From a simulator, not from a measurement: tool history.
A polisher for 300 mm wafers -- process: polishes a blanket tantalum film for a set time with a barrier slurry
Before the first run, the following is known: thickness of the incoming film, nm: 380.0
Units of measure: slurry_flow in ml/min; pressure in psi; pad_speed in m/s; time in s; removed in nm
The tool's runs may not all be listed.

| run | hour | slurry_flow | pressure | pad_speed | slurry_solids | time | removed |
|---|---|---|---|---|---|---|---|
| 1 | 0 | 310 | 2.2 | 0.98 | 1 | 69 | 140.21 |
| 2 | 3.1 | 310 | 2.2 | 0.98 | 0.8 | 69 | 132.32 |
| 3 | 9 | 310 | 2.2 | 1.22 | 0.8 | 69 | 152.21 |
| 4 | 14 | 310 | 2.4 | 1.22 | 0.8 | 69 | 159.16 |
|  | 20.3 | head pressure recalibrated |
| 5 | 20.3 | 310 | 2.4 | 1.22 | 0.8 | 73 | 177.59 |
| 6 | 27 | 310 | 2.4 | 1.06 | 0.8 | 73 | 159.83 |
| 7 | 35.7 | 310 | 2.7 | 1.06 | 0.8 | 73 | 174.61 |

Run 8 is up next; what results do you expect?
| 8 | 42.2 | 310 | 2.9 | 1.08 | 0.8 | 73 | ? |

Run 8 gave removed 184.88 nm.
